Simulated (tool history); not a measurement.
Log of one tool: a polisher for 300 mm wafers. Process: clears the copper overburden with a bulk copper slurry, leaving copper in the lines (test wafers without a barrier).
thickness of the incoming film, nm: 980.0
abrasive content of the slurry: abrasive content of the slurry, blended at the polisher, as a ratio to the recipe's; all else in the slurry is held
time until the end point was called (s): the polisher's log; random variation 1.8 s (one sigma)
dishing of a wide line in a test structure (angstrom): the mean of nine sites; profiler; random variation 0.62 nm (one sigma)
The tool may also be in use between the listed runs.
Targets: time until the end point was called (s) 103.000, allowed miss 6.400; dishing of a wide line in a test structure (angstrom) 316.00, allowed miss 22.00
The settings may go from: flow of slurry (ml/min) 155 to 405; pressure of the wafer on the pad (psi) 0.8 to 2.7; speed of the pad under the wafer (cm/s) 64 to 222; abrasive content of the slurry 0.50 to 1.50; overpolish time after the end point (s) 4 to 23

run,hour,flow of slurry (ml/min),pressure of the wafer on the pad (psi),speed of the pad under the wafer (cm/s),abrasive content of the slurry,overpolish time after the end point (s),time until the end point was called (s),dishing of a wide line in a test structure (angstrom)
1,0.0,260,1.7,142,1.00,12,108.580,527.29
2,7.5,260,1.7,142,1.00,14,106.730,551.47
3,9.3,260,1.7,142,1.00,18,108.950,643.82
4,17.6,265,1.4,162,1.00,13,111.780,510.32
5,24.5,230,1.4,162,1.00,13,109.700,511.16
6,25.8,205,1.2,178,1.00,10,112.140,403.80
7,34.8,200,1.2,180,1.00,8,115.330,351.59
8,39.4,205,1.4,186,1.00,4,99.168,233.40
9,40.6,205,1.2,190,1.00,8,109.090,352.39
10,43.1,205,1.3,188,1.00,7,105.780,348.55

4 next moves are on the table. One of them brings every result within its allowed miss. Which?
A,45.6,190,1.3,194,1.00,6,?,?
B,45.6,180,1.1,192,1.05,10,?,?
C,45.6,230,1.2,196,1.20,8,?,?
D,45.6,255,1.0,222,0.95,10,?,?

move,time until the end point was called (s),dishing of a wide line in a test structure (angstrom)
A,101.700,316.93
B,115.980,410.72
C,101.820,389.31
D,106.330,429.25
A: meets every target
B: further off than the last run
C: further off than the last run
D: further off than the last run
Move A is the one to make.

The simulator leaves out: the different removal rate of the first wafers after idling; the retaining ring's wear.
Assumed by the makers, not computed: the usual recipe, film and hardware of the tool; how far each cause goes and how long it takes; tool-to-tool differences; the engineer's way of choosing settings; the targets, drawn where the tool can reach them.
